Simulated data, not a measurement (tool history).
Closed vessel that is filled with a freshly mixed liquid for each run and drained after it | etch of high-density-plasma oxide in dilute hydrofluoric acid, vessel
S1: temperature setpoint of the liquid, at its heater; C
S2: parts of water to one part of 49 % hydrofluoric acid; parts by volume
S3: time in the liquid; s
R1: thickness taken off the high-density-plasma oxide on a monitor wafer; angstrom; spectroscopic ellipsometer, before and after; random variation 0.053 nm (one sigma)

run 1 day=0.000 | S1=22.0 S2=260 S3=655 | R1=92.268
run 2 day=0.354 | S1=24.0 S2=250 S3=655 | R1=104.360
run 3 day=0.596 | S1=24.0 S2=250 S3=655 | R1=104.020
run 4 day=0.762 | S1=24.0 S2=315 S3=655 | R1=76.804
-- day=1.038 hydrofluoric acid flow meter replaced
run 5 day=1.038 | S1=21.0 S2=315 S3=655 | R1=78.452
run 6 day=1.350 | S1=21.0 S2=410 S3=655 | R1=55.389

Run 7 comes next. What will it give?
run 7 day=1.546 | S1=22.5 S2=335 S3=655 | R1=?

Run 7 gave R1 76.349 angstrom.

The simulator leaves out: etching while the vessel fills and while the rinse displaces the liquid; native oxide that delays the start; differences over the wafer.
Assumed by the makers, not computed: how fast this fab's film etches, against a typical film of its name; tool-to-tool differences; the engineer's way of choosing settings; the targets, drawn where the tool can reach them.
